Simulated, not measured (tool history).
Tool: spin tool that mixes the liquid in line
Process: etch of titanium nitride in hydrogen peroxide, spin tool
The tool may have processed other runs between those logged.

run,hour,temperature setpoint of the liquid (°C),concentration of hydrogen peroxide in the mixed liquid (% by weight),time under the liquid (s),thickness taken off the titanium nitride on a monitor wafer (nm)
1,0,46,20.5,275,6.3806
2,5.4,44.5,20.5,275,5.7726
3,9.9,51,20.5,275,9.2138
4,10.6,48.5,20.5,275,7.7331
5,19.6,48.5,18,275,7.4675
6,21.5,46.5,18,275,6.4367

Run 7 is up next; what results do you expect?
7,25.4,45,18,275,?

thickness taken off the titanium nitride on a monitor wafer (nm): 5.8446
